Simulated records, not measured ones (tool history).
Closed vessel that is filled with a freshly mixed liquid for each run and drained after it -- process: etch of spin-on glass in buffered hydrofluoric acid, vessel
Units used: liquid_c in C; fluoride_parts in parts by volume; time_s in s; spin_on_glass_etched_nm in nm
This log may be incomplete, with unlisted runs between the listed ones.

Run 1, hour 0: liquid_c 24 C, fluoride_parts 13 parts by volume, time_s 100 s. Result: spin_on_glass_etched_nm 242.83 nm.
Run 2, hour 5.9: liquid_c 25 C, fluoride_parts 12.5 parts by volume, time_s 100 s. Result: spin_on_glass_etched_nm 272.16 nm.
Run 3, hour 14.4: liquid_c 26 C, fluoride_parts 12.5 parts by volume, time_s 100 s. Result: spin_on_glass_etched_nm 284.87 nm.
Run 4, hour 15.3: liquid_c 26 C, fluoride_parts 12.5 parts by volume, time_s 100 s. Result: spin_on_glass_etched_nm 282.53 nm.
Run 5, hour 16.5: liquid_c 27 C, fluoride_parts 12.5 parts by volume, time_s 100 s. Result: spin_on_glass_etched_nm 303.54 nm.
Run 6, hour 24.1: liquid_c 27 C, fluoride_parts 12.5 parts by volume, time_s 110 s. Result: spin_on_glass_etched_nm 331.11 nm.
Run 7, hour 28.4: liquid_c 27.5 C, fluoride_parts 12.5 parts by volume, time_s 110 s. Result: spin_on_glass_etched_nm 340.08 nm.
Run 8, hour 29.5: liquid_c 28 C, fluoride_parts 12.5 parts by volume, time_s 110 s. Result: spin_on_glass_etched_nm 347.13 nm.
Run 9, hour 32.8: liquid_c 28.5 C, fluoride_parts 12.5 parts by volume, time_s 110 s. Result: spin_on_glass_etched_nm 359.36 nm.

Run 10, settings as shown, results not yet in. Your forecast:
Run 10, hour 34.8: liquid_c 29 C, fluoride_parts 12.5 parts by volume, time_s 110 s. Result: spin_on_glass_etched_nm ?.

{"run 10": {"spin_on_glass_etched_nm": 368.04}}

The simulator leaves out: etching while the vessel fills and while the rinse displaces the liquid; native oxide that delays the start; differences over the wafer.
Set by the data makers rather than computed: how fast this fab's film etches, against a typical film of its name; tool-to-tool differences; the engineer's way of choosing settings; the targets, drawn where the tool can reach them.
